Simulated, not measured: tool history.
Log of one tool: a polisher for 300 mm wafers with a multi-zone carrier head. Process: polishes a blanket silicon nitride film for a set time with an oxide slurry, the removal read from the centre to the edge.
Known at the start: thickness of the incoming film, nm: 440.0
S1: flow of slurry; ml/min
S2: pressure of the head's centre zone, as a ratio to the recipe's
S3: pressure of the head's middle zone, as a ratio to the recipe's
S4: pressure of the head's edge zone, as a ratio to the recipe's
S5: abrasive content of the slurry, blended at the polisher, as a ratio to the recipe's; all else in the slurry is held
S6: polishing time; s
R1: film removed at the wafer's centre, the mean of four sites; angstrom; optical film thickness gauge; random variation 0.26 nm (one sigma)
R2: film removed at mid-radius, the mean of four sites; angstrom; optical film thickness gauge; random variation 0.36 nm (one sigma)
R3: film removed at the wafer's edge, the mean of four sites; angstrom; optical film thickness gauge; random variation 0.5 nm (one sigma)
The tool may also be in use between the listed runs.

Run 1, day 0.000: S1 275 ml/min, S2 1.00, S3 1.00, S4 1.00, S5 1.0, S6 33 s. Result: R1 267.91 angstrom, R2 275.08 angstrom, R3 268.14 angstrom.
Run 2, day 0.121: S1 275 ml/min, S2 1.00, S3 1.00, S4 1.00, S5 1.1, S6 33 s. Result: R1 279.32 angstrom, R2 287.40 angstrom, R3 284.21 angstrom.
Run 3, day 0.379: S1 285 ml/min, S2 1.05, S3 1.02, S4 1.03, S5 1.2, S6 33 s. Result: R1 301.71 angstrom, R2 303.93 angstrom, R3 293.36 angstrom.
Run 4, day 0.708: S1 285 ml/min, S2 1.07, S3 1.01, S4 1.05, S5 1.3, S6 34 s. Result: R1 331.95 angstrom, R2 316.22 angstrom, R3 317.98 angstrom.
Run 5, day 1.050: S1 285 ml/min, S2 1.07, S3 0.94, S4 1.05, S5 1.3, S6 34 s. Result: R1 331.87 angstrom, R2 296.33 angstrom, R3 314.32 angstrom.
Run 6, day 1.146: S1 285 ml/min, S2 1.07, S3 0.94, S4 1.00, S5 1.3, S6 34 s. Result: R1 329.15 angstrom, R2 297.75 angstrom, R3 315.06 angstrom.
Run 7, day 1.521: S1 305 ml/min, S2 1.10, S3 1.00, S4 1.00, S5 1.5, S6 35 s. Result: R1 366.59 angstrom, R2 346.76 angstrom, R3 337.28 angstrom.
Run 8, day 1.738: S1 305 ml/min, S2 1.10, S3 1.00, S4 1.02, S5 1.5, S6 35 s. Result: R1 367.32 angstrom, R2 343.35 angstrom, R3 343.16 angstrom.
Run 9, day 1.771: S1 305 ml/min, S2 1.11, S3 1.00, S4 1.03, S5 1.5, S6 35 s. Result: R1 369.40 angstrom, R2 339.97 angstrom, R3 340.10 angstrom.

Forecast run 10:
Run 10, day 1.804: S1 305 ml/min, S2 1.11, S3 1.00, S4 1.04, S5 1.5, S6 35 s. Result: R1 ?, R2 ?, R3 ?.

{"run 10": {"R1": 372.28, "R2": 337.19, "R3": 333.74}}
